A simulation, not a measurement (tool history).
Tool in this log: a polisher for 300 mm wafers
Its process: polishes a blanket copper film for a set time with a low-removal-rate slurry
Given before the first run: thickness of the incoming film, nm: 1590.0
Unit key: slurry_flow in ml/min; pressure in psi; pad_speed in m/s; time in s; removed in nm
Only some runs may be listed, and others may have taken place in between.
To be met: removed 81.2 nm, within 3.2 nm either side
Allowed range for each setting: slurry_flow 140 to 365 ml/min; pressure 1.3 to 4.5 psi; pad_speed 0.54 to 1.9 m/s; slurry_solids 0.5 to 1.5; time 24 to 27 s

Run 1, hour 0: slurry_flow 235 ml/min, pressure 2.9 psi, pad_speed 1.22 m/s, slurry_solids 1, time 27 s. Result: removed 106.53 nm.
Run 2, hour 3.5: slurry_flow 235 ml/min, pressure 2.7 psi, pad_speed 1.22 m/s, slurry_solids 1, time 27 s. Result: removed 99.339 nm.
Run 3, hour 8.3: slurry_flow 235 ml/min, pressure 2.7 psi, pad_speed 1.22 m/s, slurry_solids 1.15, time 27 s. Result: removed 101.66 nm.
Run 4, hour 13.2: slurry_flow 235 ml/min, pressure 2.7 psi, pad_speed 1.22 m/s, slurry_solids 1.25, time 27 s. Result: removed 104.14 nm.
Run 5, hour 21.5: slurry_flow 235 ml/min, pressure 2.5 psi, pad_speed 1.22 m/s, slurry_solids 1.25, time 27 s. Result: removed 99.033 nm.
Run 6, hour 26.1: slurry_flow 235 ml/min, pressure 2.5 psi, pad_speed 1.22 m/s, slurry_solids 1.35, time 27 s. Result: removed 99.224 nm.
Run 7, hour 27.4: slurry_flow 235 ml/min, pressure 2.4 psi, pad_speed 1.22 m/s, slurry_solids 1.35, time 27 s. Result: removed 96.294 nm.
Run 8, hour 30.6: slurry_flow 235 ml/min, pressure 2.3 psi, pad_speed 1.22 m/s, slurry_solids 1.35, time 27 s. Result: removed 92.084 nm.
Run 9, hour 39.5: slurry_flow 235 ml/min, pressure 2.2 psi, pad_speed 1.22 m/s, slurry_solids 1.35, time 27 s. Result: removed 89.104 nm.
Run 10, hour 48.5: slurry_flow 235 ml/min, pressure 2.1 psi, pad_speed 1.22 m/s, slurry_solids 1.35, time 27 s. Result: removed 85.682 nm.

5 next moves are on the table. One of them brings every result within its allowed miss. Which?
Run A, hour 57.5: slurry_flow 250 ml/min, pressure 2.2 psi, pad_speed 1.26 m/s, slurry_solids 1.2, time 27 s. Result: removed ?.
Run B, hour 57.5: slurry_flow 170 ml/min, pressure 2.4 psi, pad_speed 1.16 m/s, slurry_solids 1.2, time 25 s. Result: removed ?.
Run C, hour 57.5: slurry_flow 250 ml/min, pressure 2.2 psi, pad_speed 1.34 m/s, slurry_solids 1.4, time 25 s. Result: removed ?.
Run D, hour 57.5: slurry_flow 230 ml/min, pressure 3.1 psi, pad_speed 1 m/s, slurry_solids 0.8, time 27 s. Result: removed ?.
Run E, hour 57.5: slurry_flow 250 ml/min, pressure 2.3 psi, pad_speed 1.16 m/s, slurry_solids 1.5, time 27 s. Result: removed ?.

move  removed
   A   91.409
   B   81.236
   C    93.01
   D   90.188
   E   92.227
A: lands further from the targets than the last run did
B: every result lands within tolerance
C: lands further from the targets than the last run did
D: lands further from the targets than the last run did
E: lands further from the targets than the last run did
So the answer is move B, the one that meets all the targets.

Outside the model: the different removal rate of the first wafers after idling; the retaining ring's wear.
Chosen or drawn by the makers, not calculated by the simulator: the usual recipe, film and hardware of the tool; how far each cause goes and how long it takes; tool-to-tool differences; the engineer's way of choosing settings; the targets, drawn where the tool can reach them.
